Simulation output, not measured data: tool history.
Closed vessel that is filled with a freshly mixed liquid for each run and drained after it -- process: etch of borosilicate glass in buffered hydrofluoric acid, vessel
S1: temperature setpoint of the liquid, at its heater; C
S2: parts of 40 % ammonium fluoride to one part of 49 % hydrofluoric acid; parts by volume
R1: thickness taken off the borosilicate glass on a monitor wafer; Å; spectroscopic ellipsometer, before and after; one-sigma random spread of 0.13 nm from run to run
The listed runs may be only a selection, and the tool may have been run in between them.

run 1 hour=0 | S1=22 S2=19.5 time_in_the_liquid_(s)=85 | R1=477.22
run 2 hour=4.1 | S1=22 S2=19.5 time_in_the_liquid_(s)=85 | R1=477.81
run 3 hour=6.5 | S1=22 S2=19.5 time_in_the_liquid_(s)=85 | R1=477.26
run 4 hour=10.2 | S1=22 S2=17 time_in_the_liquid_(s)=85 | R1=546.54
run 5 hour=15.9 | S1=22 S2=12.5 time_in_the_liquid_(s)=85 | R1=738.12
run 6 hour=20.8 | S1=22 S2=15.5 time_in_the_liquid_(s)=85 | R1=594.99
run 7 hour=25.4 | S1=21 S2=16.5 time_in_the_liquid_(s)=85 | R1=529.62
run 8 hour=28.4 | S1=20.5 S2=17 time_in_the_liquid_(s)=85 | R1=503.33
run 9 hour=29.2 | S1=20 S2=17.5 time_in_the_liquid_(s)=85 | R1=472.98
run 10 hour=30.2 | S1=20 S2=17.5 time_in_the_liquid_(s)=85 | R1=476.52

Expected results for the next run?
run 11 hour=35.7 | S1=19.5 S2=18 time_in_the_liquid_(s)=85 | R1=?

Run 11 yielded R1 445.78 Å.

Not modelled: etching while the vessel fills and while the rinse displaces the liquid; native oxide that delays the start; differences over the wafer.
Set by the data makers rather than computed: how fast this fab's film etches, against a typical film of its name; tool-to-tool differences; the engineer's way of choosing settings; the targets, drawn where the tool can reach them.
